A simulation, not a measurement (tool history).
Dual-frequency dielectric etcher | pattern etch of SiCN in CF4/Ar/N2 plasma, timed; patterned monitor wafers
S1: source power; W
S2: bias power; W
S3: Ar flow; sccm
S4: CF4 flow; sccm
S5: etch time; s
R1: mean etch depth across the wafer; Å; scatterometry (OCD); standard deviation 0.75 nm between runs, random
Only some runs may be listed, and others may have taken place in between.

run,hour,S1,S2,S3,S4,S5,R1
1,0,580,60,132,63,126.5,1102.7
2,1.7,580,60,132,72,126.5,1122.2
3,5.5,580,60,132,83,126.5,1137.4
4,9.4,630,60,132,83,126.5,1251.1
5,13.4,630,60,132,88,126.5,1262.4
6,15.3,650,60,132,88,126.5,1302.8

Run 7 has not been measured yet. What should we expect?
7,22.9,670,60,132,88,126.5,?

Run 7 yielded R1 1350.1 Å.

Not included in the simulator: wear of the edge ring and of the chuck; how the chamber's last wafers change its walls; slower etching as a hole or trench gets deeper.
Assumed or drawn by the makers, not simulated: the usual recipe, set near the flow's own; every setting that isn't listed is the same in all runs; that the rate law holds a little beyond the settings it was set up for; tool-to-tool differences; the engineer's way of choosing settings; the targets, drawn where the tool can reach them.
